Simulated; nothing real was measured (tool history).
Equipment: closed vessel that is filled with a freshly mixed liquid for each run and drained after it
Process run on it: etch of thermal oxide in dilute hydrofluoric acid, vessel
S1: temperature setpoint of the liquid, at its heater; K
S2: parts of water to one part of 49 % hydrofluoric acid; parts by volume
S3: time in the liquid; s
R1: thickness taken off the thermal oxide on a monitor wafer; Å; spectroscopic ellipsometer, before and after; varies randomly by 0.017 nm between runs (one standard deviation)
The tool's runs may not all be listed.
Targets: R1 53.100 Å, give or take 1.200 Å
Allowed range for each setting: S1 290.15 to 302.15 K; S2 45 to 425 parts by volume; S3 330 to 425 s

run,hour,S1,S2,S3,R1
1,0.0,294.15,235,425,57.491
2,3.7,293.65,235,425,56.838
3,5.2,293.65,235,330,43.900
4,8.0,294.15,235,330,44.631
5,8.9,291.65,235,330,40.615
6,10.8,292.65,235,330,42.416
7,18.3,292.65,235,330,42.343
8,19.1,293.65,235,330,43.931
9,20.8,294.65,235,330,45.620

Which of these 5 next moves meets every target?
A,22.5,293.65,280,350,?
B,22.5,295.65,260,330,?
C,22.5,292.15,260,380,?
D,22.5,291.15,220,330,?
E,22.5,295.15,240,390,?

move,R1
A,37.579
B,41.834
C,42.366
D,43.472
E,53.683
A: further off than the last run
B: further off than the last run
C: further off than the last run
D: further off than the last run
E: all results land within tolerance of their targets
The move that meets every target is E.
